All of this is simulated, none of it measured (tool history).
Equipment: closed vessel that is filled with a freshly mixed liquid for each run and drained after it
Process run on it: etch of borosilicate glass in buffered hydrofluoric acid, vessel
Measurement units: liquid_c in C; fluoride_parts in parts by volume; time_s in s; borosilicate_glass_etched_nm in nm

Run 1, day 0.000: liquid_c 23.0 C, fluoride_parts 19.5 parts by volume, time_s 85 s. Result: borosilicate_glass_etched_nm 47.966 nm.
Run 2, day 0.200: liquid_c 22.5 C, fluoride_parts 19.5 parts by volume, time_s 85 s. Result: borosilicate_glass_etched_nm 47.624 nm.
Run 3, day 0.417: liquid_c 22.5 C, fluoride_parts 14.5 parts by volume, time_s 85 s. Result: borosilicate_glass_etched_nm 62.712 nm.
Run 4, day 0.625: liquid_c 22.0 C, fluoride_parts 14.5 parts by volume, time_s 85 s. Result: borosilicate_glass_etched_nm 60.386 nm.
Run 5, day 0.662: liquid_c 22.0 C, fluoride_parts 9.5 parts by volume, time_s 85 s. Result: borosilicate_glass_etched_nm 92.601 nm.
Run 6, day 0.933: liquid_c 21.5 C, fluoride_parts 10.0 parts by volume, time_s 85 s. Result: borosilicate_glass_etched_nm 85.153 nm.
Run 7, day 1.271: liquid_c 21.0 C, fluoride_parts 10.5 parts by volume, time_s 85 s. Result: borosilicate_glass_etched_nm 79.262 nm.
Run 8, day 1.567: liquid_c 20.5 C, fluoride_parts 11.0 parts by volume, time_s 85 s. Result: borosilicate_glass_etched_nm 74.189 nm.
At day 1.896: hydrofluoric acid flow meter replaced.
Run 9, day 1.896: liquid_c 20.5 C, fluoride_parts 11.0 parts by volume, time_s 85 s. Result: borosilicate_glass_etched_nm 79.542 nm.
Run 10, day 2.050: liquid_c 20.5 C, fluoride_parts 12.0 parts by volume, time_s 85 s. Result: borosilicate_glass_etched_nm 73.694 nm.
Run 11, day 2.188: liquid_c 20.5 C, fluoride_parts 12.5 parts by volume, time_s 85 s. Result: borosilicate_glass_etched_nm 69.717 nm.

Run 12 is up next; what results do you expect?
Run 12, day 2.329: liquid_c 20.0 C, fluoride_parts 13.0 parts by volume, time_s 85 s. Result: borosilicate_glass_etched_nm ?.

{"run 12": {"borosilicate_glass_etched_nm": 65.811}}
